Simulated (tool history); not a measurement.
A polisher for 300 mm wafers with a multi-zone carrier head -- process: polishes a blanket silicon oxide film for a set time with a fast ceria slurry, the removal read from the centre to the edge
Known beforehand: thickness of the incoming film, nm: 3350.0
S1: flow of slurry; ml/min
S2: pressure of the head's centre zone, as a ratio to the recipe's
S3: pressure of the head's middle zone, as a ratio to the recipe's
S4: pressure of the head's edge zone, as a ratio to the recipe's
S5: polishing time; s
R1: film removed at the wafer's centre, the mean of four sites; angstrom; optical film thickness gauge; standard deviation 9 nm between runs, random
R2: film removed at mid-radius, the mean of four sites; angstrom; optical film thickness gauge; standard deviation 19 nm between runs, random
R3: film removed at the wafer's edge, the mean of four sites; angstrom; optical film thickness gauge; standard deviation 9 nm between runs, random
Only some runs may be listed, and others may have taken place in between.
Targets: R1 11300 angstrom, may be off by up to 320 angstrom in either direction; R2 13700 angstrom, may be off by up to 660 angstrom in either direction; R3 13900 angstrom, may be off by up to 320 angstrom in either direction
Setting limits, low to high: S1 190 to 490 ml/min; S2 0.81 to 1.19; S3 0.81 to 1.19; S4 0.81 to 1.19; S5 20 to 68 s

run    day   S1    S2    S3    S4  S5      R1      R2      R3
  1      0  315     1     1     1  44  8600.8  8626.6  8720.9
  2  0.333  315  0.97  1.03  1.05  50  9545.4  9951.8   10060
  3  0.492  315  0.97  1.03  1.08  50  9553.8   10118   10283
  4  0.754  320  0.94  1.05  1.11  54   10027   11097   11232
  5  1.062  320  0.94  1.05  1.05  54   10094   11163   10812
  6  1.429  320  0.94  0.99  1.05  54  9949.9   10387   10920
     1.646  -- worn pad replaced by a new one
  7  1.646  320  0.92  1.02  1.09  57   10946   12026   12611
  8  1.971  320  0.91  1.04  1.12  58   11059   12295   12924
  9  2.258  325   0.9  1.06  1.14  59   11193   13023   13246
 10  2.546  330  0.89  1.07  1.16  59   11208   13266   13451

Exercise: of the 4 proposed moves below, exactly one satisfies all targets within the stated allowed misses. Which move is it?
  A  2.833  325  0.88  1.08  1.18  61   ?   ?   ?
  B  2.833  260  0.88  0.98  1.19  61   ?   ?   ?
  C  2.833  390  0.95   1.1  1.14  57   ?   ?   ?
  D  2.833  305  0.96  1.16  1.15  57   ?   ?   ?

move     R1     R2     R3
   A  11237  13653  13863
   B  10920  12295  13677
   C  11521  13161  12881
   D  11356  13446  12705
A: hits every target within its allowed miss
B: the furthest-off result lands on target, but another misses its tolerance
C: moves away from the targets compared with the last run
D: moves away from the targets compared with the last run
A is the move that brings every result within its allowed miss.

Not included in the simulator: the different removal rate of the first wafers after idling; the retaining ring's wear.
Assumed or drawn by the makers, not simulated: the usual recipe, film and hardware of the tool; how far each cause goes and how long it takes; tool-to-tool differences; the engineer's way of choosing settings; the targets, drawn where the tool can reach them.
